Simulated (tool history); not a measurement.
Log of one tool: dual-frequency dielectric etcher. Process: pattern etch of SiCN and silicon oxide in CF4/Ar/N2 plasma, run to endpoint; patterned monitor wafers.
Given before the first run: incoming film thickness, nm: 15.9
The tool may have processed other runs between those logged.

| run | hour | source power (kW) | bias power (kW) | Ar flow (sccm) | CF4 flow (sccm) | endpoint time (s) |
|---|---|---|---|---|---|---|
| 1 | 0 | 0.48 | 0.055 | 137 | 72 | 22.275 |
| 2 | 5.5 | 0.48 | 0.051 | 137 | 72 | 22.744 |
| 3 | 11 | 0.48 | 0.051 | 137 | 83 | 22.243 |
| 4 | 19.5 | 0.46 | 0.05 | 138 | 83 | 23.056 |
| 5 | 22.1 | 0.46 | 0.042 | 138 | 83 | 24.094 |
| 6 | 30.4 | 0.49 | 0.042 | 138 | 83 | 22.913 |
| 7 | 39.4 | 0.47 | 0.041 | 139 | 83 | 23.962 |
| 8 | 44.9 | 0.45 | 0.04 | 140 | 83 | 24.987 |
| 9 | 45.9 | 0.43 | 0.039 | 140 | 83 | 26.126 |

What will run 10 give?
| 10 | 50.2 | 0.41 | 0.039 | 140 | 83 | ? |

{"run 10": {"endpoint time (s)": 27.156}}
